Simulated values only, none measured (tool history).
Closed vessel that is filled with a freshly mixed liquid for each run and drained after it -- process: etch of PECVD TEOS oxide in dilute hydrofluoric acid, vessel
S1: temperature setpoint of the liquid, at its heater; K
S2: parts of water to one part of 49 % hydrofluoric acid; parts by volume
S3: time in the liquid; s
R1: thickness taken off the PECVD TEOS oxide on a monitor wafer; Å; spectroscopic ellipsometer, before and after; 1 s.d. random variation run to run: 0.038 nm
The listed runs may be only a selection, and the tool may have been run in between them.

run  hour      S1   S2  S3      R1
  1   0.0  293.15  235  85  39.996
  2   3.0  295.15  235  85  43.078
  3  10.4  297.15  205  85  55.347
  4  17.7  297.15  275  85  38.084
  5  26.2  298.65  235  85  48.622
  6  35.1  298.65  320  85  33.092
  7  39.7  301.15  225  85  56.436
  8  40.4  301.15  195  85  67.378

Predict the results of run 9:
  9  46.3  301.15  180  85   ?

Run 9 yielded R1 74.561 Å.
